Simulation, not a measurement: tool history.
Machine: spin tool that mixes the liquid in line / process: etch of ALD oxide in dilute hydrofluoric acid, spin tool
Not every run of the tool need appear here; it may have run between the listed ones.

run,hour,temperature setpoint of the liquid (C),parts of water to one part of 49 % hydrofluoric acid (parts by volume),time under the liquid (s),thickness taken off the ALD oxide on a monitor wafer (nm)
1,0,21,255,315,9.8639
2,5.2,22,230,315,11.528
3,7.4,23,205,315,13.908
4,10.5,23,235,315,11.761
5,14.9,23,235,335,12.385
6,18.6,23,235,315,11.677
7,23.9,27,130,325,28.527
8,29.6,27,125,325,29.774

For run 9, what comes out?
9,36.5,27,120,325,?

For run 9 the tool returned thickness taken off the ALD oxide on a monitor wafer (nm) 31.246.
